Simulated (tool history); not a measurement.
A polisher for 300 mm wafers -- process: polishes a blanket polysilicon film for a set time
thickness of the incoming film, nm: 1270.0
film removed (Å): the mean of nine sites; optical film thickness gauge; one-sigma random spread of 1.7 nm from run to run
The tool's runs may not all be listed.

run	hour	flow of slurry (ml/min)	pressure of the wafer on the pad (kPa)	speed of the pad under the wafer (m/s)	polishing time (s)	film removed (Å)
1	0.0	260	20.0	1.14	62	5793.6
2	4.9	255	17.2	1.10	62	4810.7
3	12.3	250	15.2	1.08	62	4237.7
4	14.3	250	18.6	1.08	62	5141.7
5	19.1	285	18.6	1.08	62	5166.5
6	20.8	285	18.6	1.08	65	5379.2
7	28.7	285	15.9	1.04	65	4436.0
8	35.6	285	13.8	1.02	65	3829.3
9	43.5	285	12.4	1.02	65	3464.7

Estimate the outcome of run 10 from the log above:
10	50.3	260	9.0	1.02	65	?

{"run 10": {"film removed (Å)": 2512.6}}

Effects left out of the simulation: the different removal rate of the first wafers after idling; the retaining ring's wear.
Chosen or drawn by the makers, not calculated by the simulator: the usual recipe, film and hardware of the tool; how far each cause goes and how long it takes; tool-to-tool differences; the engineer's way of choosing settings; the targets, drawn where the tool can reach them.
